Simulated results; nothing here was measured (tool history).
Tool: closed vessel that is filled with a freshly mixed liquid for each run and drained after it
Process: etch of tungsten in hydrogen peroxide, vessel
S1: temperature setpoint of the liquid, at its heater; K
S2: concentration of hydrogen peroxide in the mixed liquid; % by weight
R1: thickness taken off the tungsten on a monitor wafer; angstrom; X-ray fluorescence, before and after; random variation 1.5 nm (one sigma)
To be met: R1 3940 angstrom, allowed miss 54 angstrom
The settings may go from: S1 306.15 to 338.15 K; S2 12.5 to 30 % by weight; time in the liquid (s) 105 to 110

{"run": 1, "hour": 0.0, "S1": 322.15, "S2": 24.5, "time in the liquid (s)": 105, "R1": 1793.8}
{"run": 2, "hour": 2.7, "S1": 315.15, "S2": 24.5, "time in the liquid (s)": 105, "R1": 1153.9}
{"run": 3, "hour": 5.1, "S1": 318.65, "S2": 24.5, "time in the liquid (s)": 105, "R1": 1452.6}
{"run": 4, "hour": 13.5, "S1": 318.65, "S2": 24.5, "time in the liquid (s)": 110, "R1": 1514.3}
{"run": 5, "hour": 18.6, "S1": 321.65, "S2": 24.5, "time in the liquid (s)": 110, "R1": 1828.4}
{"run": 6, "hour": 21.6, "S1": 324.15, "S2": 24.5, "time in the liquid (s)": 110, "R1": 2130}
{"run": 7, "hour": 22.6, "S1": 332.15, "S2": 24.5, "time in the liquid (s)": 110, "R1": 3430.7}
{"run": 8, "hour": 30.7, "S1": 332.65, "S2": 24.5, "time in the liquid (s)": 110, "R1": 3518.2}
{"run": 9, "hour": 36.2, "S1": 332.65, "S2": 24.5, "time in the liquid (s)": 110, "R1": 3528.1}

5 next moves are on the table. One of them brings every result within its allowed miss. Which?
{"run": "A", "hour": 41.7, "S1": 334.65, "S2": 26, "time in the liquid (s)": 110, "R1": "?"}
{"run": "B", "hour": 41.7, "S1": 334.15, "S2": 25.5, "time in the liquid (s)": 110, "R1": "?"}
{"run": "C", "hour": 41.7, "S1": 335.15, "S2": 25, "time in the liquid (s)": 110, "R1": "?"}
{"run": "D", "hour": 41.7, "S1": 336.65, "S2": 20, "time in the liquid (s)": 105, "R1": "?"}
{"run": "E", "hour": 41.7, "S1": 337.15, "S2": 21, "time in the liquid (s)": 105, "R1": "?"}

move=A R1=4090.9
move=B R1=3937.4
move=C R1=4127.2
move=D R1=3835.7
move=E R1=4042.5
A: takes the result that was furthest off past its target
B: meets every target
C: takes the result that was furthest off past its target
D: nearer than the last run, and not there yet
E: takes the result that was furthest off past its target
Move B is the one to make.

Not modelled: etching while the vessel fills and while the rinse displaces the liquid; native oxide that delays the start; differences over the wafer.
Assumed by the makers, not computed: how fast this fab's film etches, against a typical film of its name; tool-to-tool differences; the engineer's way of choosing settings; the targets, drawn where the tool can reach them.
